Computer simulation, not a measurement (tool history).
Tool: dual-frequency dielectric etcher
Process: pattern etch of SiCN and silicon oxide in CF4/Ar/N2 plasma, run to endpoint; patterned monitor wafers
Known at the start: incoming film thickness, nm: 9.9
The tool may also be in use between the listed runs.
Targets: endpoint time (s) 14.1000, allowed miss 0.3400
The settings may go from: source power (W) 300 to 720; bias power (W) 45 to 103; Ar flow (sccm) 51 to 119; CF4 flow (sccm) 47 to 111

run	hour	source power (W)	bias power (W)	Ar flow (sccm)	CF4 flow (sccm)	endpoint time (s)
1	0.0	510	74	85	79	9.5698
2	1.4	460	72	86	79	10.8550
3	9.4	460	72	76	79	10.7780
4	17.5	540	72	76	79	9.0040
5	25.3	490	71	76	79	9.9814
6	29.6	450	70	76	79	11.0380
7	37.9	420	70	76	79	11.8210
8	39.6	400	70	76	79	12.5200
9	45.8	390	70	76	79	12.9860
10	52.2	380	70	76	79	13.3060

Which of these 4 next moves meets every target?
A	58.6	400	70	73	76	?
B	58.6	400	73	94	64	?
C	58.6	370	68	81	77	?
D	58.6	380	75	82	83	?

move	endpoint time (s)
A	12.3930
B	13.1740
C	13.9390
D	13.1260
A: further off than the last run
B: further off than the last run
C: meets every target
D: further off than the last run
The right move is C.

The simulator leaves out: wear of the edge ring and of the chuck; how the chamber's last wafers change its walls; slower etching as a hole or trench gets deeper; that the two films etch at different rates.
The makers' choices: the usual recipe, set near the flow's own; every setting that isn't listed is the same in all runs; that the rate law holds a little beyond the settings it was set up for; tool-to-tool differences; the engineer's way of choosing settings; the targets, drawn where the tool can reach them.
